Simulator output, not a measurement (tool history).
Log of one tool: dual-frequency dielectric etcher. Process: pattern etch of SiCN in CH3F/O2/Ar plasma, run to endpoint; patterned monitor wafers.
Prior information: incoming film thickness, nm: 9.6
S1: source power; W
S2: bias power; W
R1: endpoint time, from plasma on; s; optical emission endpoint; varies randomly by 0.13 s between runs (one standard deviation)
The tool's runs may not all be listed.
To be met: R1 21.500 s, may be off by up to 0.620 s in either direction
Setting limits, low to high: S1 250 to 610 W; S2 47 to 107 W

Run 1, hour 0.0: S1 430 W, S2 77 W. Result: R1 23.541 s.
Run 2, hour 4.6: S1 450 W, S2 79 W. Result: R1 23.291 s.
Run 3, hour 13.3: S1 410 W, S2 79 W. Result: R1 23.736 s.
Run 4, hour 17.6: S1 360 W, S2 79 W. Result: R1 24.800 s.
Run 5, hour 21.6: S1 320 W, S2 79 W. Result: R1 25.629 s.
Run 6, hour 29.2: S1 370 W, S2 83 W. Result: R1 23.840 s.
Run 7, hour 33.0: S1 400 W, S2 85 W. Result: R1 23.651 s.
Run 8, hour 39.3: S1 430 W, S2 88 W. Result: R1 22.367 s.
At hour 42.4: wet clean of the chamber.
Run 9, hour 42.4: S1 440 W, S2 89 W. Result: R1 22.773 s.
Run 10, hour 44.4: S1 460 W, S2 91 W. Result: R1 22.481 s.

4 candidate next runs follow, results not yet known. Just one meets every target within its allowed miss. Identify it.
Run A, hour 46.4: S1 540 W, S2 73 W. Result: R1 ?.
Run B, hour 46.4: S1 570 W, S2 71 W. Result: R1 ?.
Run C, hour 46.4: S1 450 W, S2 84 W. Result: R1 ?.
Run D, hour 46.4: S1 580 W, S2 84 W. Result: R1 ?.

move      R1
   A  23.199
   B  23.026
   C  23.314
   D  21.471
A: lands further from the targets than the last run did
B: lands further from the targets than the last run did
C: lands further from the targets than the last run did
D: meets every target
So the answer is move D, the one that meets all the targets.
